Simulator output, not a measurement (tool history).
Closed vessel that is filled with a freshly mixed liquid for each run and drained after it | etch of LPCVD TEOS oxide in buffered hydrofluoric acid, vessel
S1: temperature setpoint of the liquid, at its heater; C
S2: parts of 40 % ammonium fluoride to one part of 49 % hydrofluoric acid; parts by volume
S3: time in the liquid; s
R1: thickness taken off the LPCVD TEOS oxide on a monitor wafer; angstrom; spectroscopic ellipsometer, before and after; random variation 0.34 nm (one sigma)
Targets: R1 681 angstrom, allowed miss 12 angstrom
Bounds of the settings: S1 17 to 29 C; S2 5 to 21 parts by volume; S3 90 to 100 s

Run 1, hour 0: S1 21 C, S2 13 parts by volume, S3 90 s. Result: R1 1060.8 angstrom.
Run 2, hour 6.4: S1 21 C, S2 15.5 parts by volume, S3 90 s. Result: R1 886.12 angstrom.
Run 3, hour 12.9: S1 20 C, S2 15.5 parts by volume, S3 90 s. Result: R1 841.65 angstrom.
Run 4, hour 17.7: S1 18.5 C, S2 15.5 parts by volume, S3 90 s. Result: R1 770.95 angstrom.
Run 5, hour 25.5: S1 18.5 C, S2 15.5 parts by volume, S3 90 s. Result: R1 774.07 angstrom.
Run 6, hour 32.7: S1 18.5 C, S2 13 parts by volume, S3 90 s. Result: R1 912.22 angstrom.
Run 7, hour 35.5: S1 18 C, S2 14 parts by volume, S3 90 s. Result: R1 824.88 angstrom.
Run 8, hour 37.4: S1 17.5 C, S2 14.5 parts by volume, S3 90 s. Result: R1 774.53 angstrom.
Run 9, hour 42.8: S1 17.5 C, S2 15 parts by volume, S3 90 s. Result: R1 749.82 angstrom.
Run 10, hour 50.9: S1 17.5 C, S2 15.5 parts by volume, S3 90 s. Result: R1 720.34 angstrom.
Run 11, hour 56.9: S1 17 C, S2 15.5 parts by volume, S3 90 s. Result: R1 706.52 angstrom.

4 next moves are on the table. One of them brings every result within its allowed miss. Which?
Run A, hour 62.9: S1 17.5 C, S2 18.5 parts by volume, S3 100 s. Result: R1 ?.
Run B, hour 62.9: S1 18 C, S2 16.5 parts by volume, S3 90 s. Result: R1 ?.
Run C, hour 62.9: S1 17 C, S2 16 parts by volume, S3 95 s. Result: R1 ?.
Run D, hour 62.9: S1 17 C, S2 15 parts by volume, S3 90 s. Result: R1 ?.

move      R1
   A  675.15
   B  699.95
   C  719.38
   D  726.25
A: meets every target
B: nearer than the last run, and not there yet
C: further off than the last run
D: further off than the last run
The right move is A.
